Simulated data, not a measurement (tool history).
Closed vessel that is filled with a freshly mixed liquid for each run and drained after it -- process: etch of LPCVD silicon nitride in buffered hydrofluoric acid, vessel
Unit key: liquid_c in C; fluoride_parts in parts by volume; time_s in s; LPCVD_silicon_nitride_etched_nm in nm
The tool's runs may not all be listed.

run	day	liquid_c	fluoride_parts	time_s	LPCVD_silicon_nitride_etched_nm
1	0.000	24.0	19.5	2660	20.997
2	0.354	26.0	19.5	2660	23.828
3	0.400	23.0	19.5	2660	19.936
4	0.758	23.0	16.0	2660	24.097
5	1.092	24.0	16.0	2660	25.649
6	1.458	24.0	16.0	2660	25.212
7	1.742	25.0	16.0	2660	27.087

Estimate the outcome of run 8 from the log above:
8	1.933	25.5	16.0	2660	?

{"run 8": {"LPCVD_silicon_nitride_etched_nm": 27.962}}
